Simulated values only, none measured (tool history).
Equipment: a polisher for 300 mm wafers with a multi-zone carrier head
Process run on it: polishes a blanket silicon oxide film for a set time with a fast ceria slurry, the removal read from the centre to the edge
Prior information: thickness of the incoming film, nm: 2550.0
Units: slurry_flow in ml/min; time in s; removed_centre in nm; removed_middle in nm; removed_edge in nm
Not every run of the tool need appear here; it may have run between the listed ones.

run 1 day=0 | slurry_flow=265 centre_zone=1 middle_zone=1 edge_zone=1 time=53 | removed_centre=927.29 removed_middle=906.42 removed_edge=904.71
run 2 day=0.033 | slurry_flow=315 centre_zone=1 middle_zone=1 edge_zone=1 time=53 | removed_centre=949.66 removed_middle=946 removed_edge=926.52
run 3 day=0.238 | slurry_flow=310 centre_zone=0.99 middle_zone=0.99 edge_zone=0.96 time=50 | removed_centre=872.77 removed_middle=868.82 removed_edge=860.56
run 4 day=0.575 | slurry_flow=310 centre_zone=0.99 middle_zone=0.99 edge_zone=0.88 time=50 | removed_centre=876.29 removed_middle=881.76 removed_edge=813.3
run 5 day=0.721 | slurry_flow=310 centre_zone=0.99 middle_zone=0.99 edge_zone=0.88 time=59 | removed_centre=1029.6 removed_middle=1030.3 removed_edge=947.39
run 6 day=0.825 | slurry_flow=295 centre_zone=0.98 middle_zone=0.98 edge_zone=0.86 time=54 | removed_centre=934.57 removed_middle=936.89 removed_edge=872.92
run 7 day=0.967 | slurry_flow=305 centre_zone=0.98 middle_zone=0.98 edge_zone=0.86 time=50 | removed_centre=853.09 removed_middle=854.79 removed_edge=799.77
run 8 day=1.275 | slurry_flow=310 centre_zone=0.97 middle_zone=0.98 edge_zone=0.85 time=47 | removed_centre=797.17 removed_middle=818.54 removed_edge=759.97
run 9 day=1.542 | slurry_flow=310 centre_zone=0.97 middle_zone=0.98 edge_zone=0.84 time=45 | removed_centre=767.32 removed_middle=777.29 removed_edge=716.99
run 10 day=1.792 | slurry_flow=305 centre_zone=0.96 middle_zone=0.98 edge_zone=0.83 time=44 | removed_centre=749.16 removed_middle=762.13 removed_edge=702.57
run 11 day=1.892 | slurry_flow=300 centre_zone=0.95 middle_zone=0.98 edge_zone=0.83 time=43 | removed_centre=711.01 removed_middle=739.93 removed_edge=700.18
run 12 day=2.012 | slurry_flow=300 centre_zone=0.95 middle_zone=0.98 edge_zone=0.83 time=42 | removed_centre=697.95 removed_middle=730.34 removed_edge=661.59
run 13 day=2.371 | slurry_flow=285 centre_zone=0.95 middle_zone=0.97 edge_zone=0.83 time=42 | removed_centre=689.62 removed_middle=712.27 removed_edge=659.15
-- day=2.496 worn pad replaced by a new one
run 14 day=2.496 | slurry_flow=275 centre_zone=0.95 middle_zone=0.97 edge_zone=0.83 time=42 | removed_centre=769.38 removed_middle=787.54 removed_edge=743.57
run 15 day=2.675 | slurry_flow=350 centre_zone=0.93 middle_zone=0.95 edge_zone=0.83 time=42 | removed_centre=776.6 removed_middle=799.57 removed_edge=740.65

Forecast run 16:
run 16 day=2.892 | slurry_flow=320 centre_zone=0.94 middle_zone=0.96 edge_zone=0.83 time=42 | removed_centre=? removed_middle=? removed_edge=?

{"run 16": {"removed_centre": 783.81, "removed_middle": 783.56, "removed_edge": 739.7}}
